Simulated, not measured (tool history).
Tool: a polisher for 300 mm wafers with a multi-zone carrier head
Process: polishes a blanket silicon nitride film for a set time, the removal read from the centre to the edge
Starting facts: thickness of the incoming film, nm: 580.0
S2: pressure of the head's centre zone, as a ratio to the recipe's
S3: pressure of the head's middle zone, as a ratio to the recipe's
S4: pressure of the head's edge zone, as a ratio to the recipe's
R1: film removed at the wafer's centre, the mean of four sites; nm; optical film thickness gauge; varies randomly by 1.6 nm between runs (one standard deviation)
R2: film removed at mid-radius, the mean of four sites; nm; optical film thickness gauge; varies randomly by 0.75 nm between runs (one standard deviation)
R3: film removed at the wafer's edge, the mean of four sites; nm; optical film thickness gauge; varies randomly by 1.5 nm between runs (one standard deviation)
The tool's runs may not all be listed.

{"run": 1, "hour": 0.0, "flow of slurry (ml/min)": 285, "S2": 1, "S3": 1, "S4": 1, "polishing time (s)": 56, "R1": 96.773, "R2": 96.247, "R3": 91.477}
{"run": 2, "hour": 8.4, "flow of slurry (ml/min)": 260, "S2": 1, "S3": 1, "S4": 1, "polishing time (s)": 56, "R1": 94.752, "R2": 95.229, "R3": 91.659}
{"run": 3, "hour": 14.6, "flow of slurry (ml/min)": 260, "S2": 0.96, "S3": 1, "S4": 1, "polishing time (s)": 56, "R1": 93.231, "R2": 94.593, "R3": 93.642}
{"run": 4, "hour": 17.0, "flow of slurry (ml/min)": 255, "S2": 1, "S3": 0.99, "S4": 1.01, "polishing time (s)": 59, "R1": 102.01, "R2": 99.161, "R3": 99.758}
{"run": 5, "hour": 23.1, "flow of slurry (ml/min)": 255, "S2": 1, "S3": 1.07, "S4": 1.01, "polishing time (s)": 59, "R1": 99.296, "R2": 107.14, "R3": 98.977}
{"run": 6, "hour": 30.1, "flow of slurry (ml/min)": 260, "S2": 1.04, "S3": 1.06, "S4": 1.03, "polishing time (s)": 61, "R1": 108.9, "R2": 108.35, "R3": 103.44}

Run 7 is up next; what results do you expect?
{"run": 7, "hour": 33.0, "flow of slurry (ml/min)": 270, "S2": 1.07, "S3": 1.07, "S4": 1.05, "polishing time (s)": 62, "R1": "?", "R2": "?", "R3": "?"}

R1: 113.32 nm
R2: 114.06 nm
R3: 108.52 nm
